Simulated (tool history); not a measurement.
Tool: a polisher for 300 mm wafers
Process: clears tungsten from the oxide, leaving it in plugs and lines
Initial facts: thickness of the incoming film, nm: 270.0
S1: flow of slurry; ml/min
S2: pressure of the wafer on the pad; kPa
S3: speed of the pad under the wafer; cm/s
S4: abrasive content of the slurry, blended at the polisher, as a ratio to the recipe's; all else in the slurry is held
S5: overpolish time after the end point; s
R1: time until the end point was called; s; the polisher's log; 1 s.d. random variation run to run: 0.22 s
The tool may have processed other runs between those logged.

Run 1, hour 0.0: S1 125 ml/min, S2 31.7 kPa, S3 142 cm/s, S4 1.0, S5 9 s. Result: R1 31.528 s.
Run 2, hour 8.9: S1 130 ml/min, S2 32.4 kPa, S3 142 cm/s, S4 1.0, S5 9 s. Result: R1 31.061 s.
Run 3, hour 11.3: S1 130 ml/min, S2 33.1 kPa, S3 142 cm/s, S4 1.0, S5 9 s. Result: R1 30.438 s.
Run 4, hour 13.7: S1 130 ml/min, S2 36.5 kPa, S3 142 cm/s, S4 1.0, S5 9 s. Result: R1 27.377 s.
Run 5, hour 18.0: S1 130 ml/min, S2 36.5 kPa, S3 142 cm/s, S4 1.1, S5 9 s. Result: R1 27.035 s.
Run 6, hour 24.0: S1 130 ml/min, S2 36.5 kPa, S3 114 cm/s, S4 1.1, S5 9 s. Result: R1 31.823 s.
Run 7, hour 28.0: S1 130 ml/min, S2 37.2 kPa, S3 114 cm/s, S4 1.1, S5 9 s. Result: R1 32.076 s.

Run 8 comes next. What will it give?
Run 8, hour 30.7: S1 130 ml/min, S2 37.9 kPa, S3 114 cm/s, S4 1.1, S5 9 s. Result: R1 ?.

R1: 31.386 s
